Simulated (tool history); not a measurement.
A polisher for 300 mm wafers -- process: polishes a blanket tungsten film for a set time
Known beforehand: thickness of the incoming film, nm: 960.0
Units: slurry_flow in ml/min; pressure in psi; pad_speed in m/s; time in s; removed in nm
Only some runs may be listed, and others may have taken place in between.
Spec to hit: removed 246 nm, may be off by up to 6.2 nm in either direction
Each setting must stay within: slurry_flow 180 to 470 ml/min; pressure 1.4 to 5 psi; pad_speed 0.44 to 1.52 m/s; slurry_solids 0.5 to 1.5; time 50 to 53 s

{"run": 1, "hour": 0.0, "slurry_flow": 300, "pressure": 3.2, "pad_speed": 0.98, "slurry_solids": 1, "time": 50, "removed": 207.79}
{"run": 2, "hour": 7.4, "slurry_flow": 305, "pressure": 3.4, "pad_speed": 0.98, "slurry_solids": 1, "time": 50, "removed": 219.32}
{"run": 3, "hour": 14.6, "slurry_flow": 305, "pressure": 2.6, "pad_speed": 0.98, "slurry_solids": 1, "time": 50, "removed": 184.25}
{"run": 4, "hour": 20.1, "slurry_flow": 315, "pressure": 3, "pad_speed": 0.98, "slurry_solids": 1, "time": 50, "removed": 201.46}
{"run": 5, "hour": 28.5, "slurry_flow": 330, "pressure": 3.3, "pad_speed": 0.98, "slurry_solids": 1, "time": 50, "removed": 218.13}
{"run": 6, "hour": 33.8, "slurry_flow": 330, "pressure": 3.3, "pad_speed": 0.86, "slurry_solids": 1, "time": 50, "removed": 187.38}
{"run": 7, "hour": 39.2, "slurry_flow": 335, "pressure": 3.7, "pad_speed": 0.86, "slurry_solids": 1, "time": 50, "removed": 207.13}
{"run": 8, "hour": 40.4, "slurry_flow": 340, "pressure": 3.9, "pad_speed": 0.86, "slurry_solids": 1, "time": 50, "removed": 214.82}
{"run": 9, "hour": 48.1, "slurry_flow": 340, "pressure": 4.1, "pad_speed": 0.86, "slurry_solids": 1, "time": 50, "removed": 221.54}
{"run": 10, "hour": 52.8, "slurry_flow": 340, "pressure": 4.3, "pad_speed": 0.86, "slurry_solids": 1, "time": 50, "removed": 230.41}
{"run": 11, "hour": 61.3, "slurry_flow": 345, "pressure": 4.4, "pad_speed": 0.86, "slurry_solids": 1, "time": 50, "removed": 230.32}
{"run": 12, "hour": 70.1, "slurry_flow": 345, "pressure": 4.5, "pad_speed": 0.86, "slurry_solids": 1, "time": 50, "removed": 238.19}

Which one of the following 4 next-run settings gets every result inside its allowed miss? There is exactly one.
{"run": "A", "hour": 78.9, "slurry_flow": 240, "pressure": 5, "pad_speed": 0.78, "slurry_solids": 0.85, "time": 53, "removed": "?"}
{"run": "B", "hour": 78.9, "slurry_flow": 360, "pressure": 5, "pad_speed": 0.8, "slurry_solids": 0.9, "time": 50, "removed": "?"}
{"run": "C", "hour": 78.9, "slurry_flow": 335, "pressure": 4.8, "pad_speed": 0.68, "slurry_solids": 1.35, "time": 53, "removed": "?"}
{"run": "D", "hour": 78.9, "slurry_flow": 340, "pressure": 4.7, "pad_speed": 0.86, "slurry_solids": 0.9, "time": 52, "removed": "?"}

move=A removed=228.34
move=B removed=233.48
move=C removed=226.57
move=D removed=247.64
A: further off than the last run
B: further off than the last run
C: further off than the last run
D: hits every target within its allowed miss
Move D is the one to make.
